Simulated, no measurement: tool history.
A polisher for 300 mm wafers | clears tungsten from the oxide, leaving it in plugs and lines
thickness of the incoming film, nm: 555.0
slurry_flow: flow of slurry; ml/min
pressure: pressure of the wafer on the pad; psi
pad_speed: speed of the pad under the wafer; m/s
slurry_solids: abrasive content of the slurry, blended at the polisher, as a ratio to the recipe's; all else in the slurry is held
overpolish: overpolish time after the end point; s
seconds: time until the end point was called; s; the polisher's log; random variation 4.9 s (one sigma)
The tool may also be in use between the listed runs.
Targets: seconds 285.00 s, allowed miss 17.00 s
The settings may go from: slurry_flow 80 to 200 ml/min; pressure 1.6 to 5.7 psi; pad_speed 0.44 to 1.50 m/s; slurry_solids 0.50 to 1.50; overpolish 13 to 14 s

run 1 hour=0.0 | slurry_flow=130 pressure=3.6 pad_speed=0.96 slurry_solids=1.00 overpolish=13 | seconds=153.43
run 2 hour=2.7 | slurry_flow=130 pressure=3.6 pad_speed=0.96 slurry_solids=1.00 overpolish=14 | seconds=150.05
run 3 hour=7.9 | slurry_flow=130 pressure=3.6 pad_speed=0.78 slurry_solids=1.00 overpolish=14 | seconds=188.56
run 4 hour=15.3 | slurry_flow=130 pressure=3.4 pad_speed=0.78 slurry_solids=1.00 overpolish=14 | seconds=197.05
run 5 hour=18.1 | slurry_flow=130 pressure=3.2 pad_speed=0.78 slurry_solids=1.00 overpolish=14 | seconds=207.28
run 6 hour=20.3 | slurry_flow=130 pressure=3.0 pad_speed=0.78 slurry_solids=1.00 overpolish=14 | seconds=223.47
-- hour=28.5 worn pad replaced by a new one
run 7 hour=28.5 | slurry_flow=130 pressure=2.9 pad_speed=0.78 slurry_solids=1.00 overpolish=14 | seconds=202.34
run 8 hour=32.5 | slurry_flow=130 pressure=2.8 pad_speed=0.74 slurry_solids=1.00 overpolish=14 | seconds=218.09
run 9 hour=39.1 | slurry_flow=130 pressure=2.7 pad_speed=0.72 slurry_solids=1.00 overpolish=14 | seconds=242.94

5 next moves are on the table. One of them brings every result within its allowed miss. Which?
run A hour=45.7 | slurry_flow=125 pressure=2.5 pad_speed=0.56 slurry_solids=1.00 overpolish=14 | seconds=?
run B hour=45.7 | slurry_flow=100 pressure=2.1 pad_speed=0.68 slurry_solids=1.15 overpolish=14 | seconds=?
run C hour=45.7 | slurry_flow=105 pressure=2.6 pad_speed=0.58 slurry_solids=0.95 overpolish=14 | seconds=?
run D hour=45.7 | slurry_flow=135 pressure=2.8 pad_speed=0.52 slurry_solids=1.30 overpolish=14 | seconds=?
run E hour=45.7 | slurry_flow=135 pressure=2.5 pad_speed=0.56 slurry_solids=0.95 overpolish=13 | seconds=?

move=A seconds=314.56
move=B seconds=310.88
move=C seconds=308.33
move=D seconds=276.88
move=E seconds=314.68
A: takes the result that was furthest off past its target
B: takes the result that was furthest off past its target
C: takes the result that was furthest off past its target
D: meets every target
E: takes the result that was furthest off past its target
Answer: D
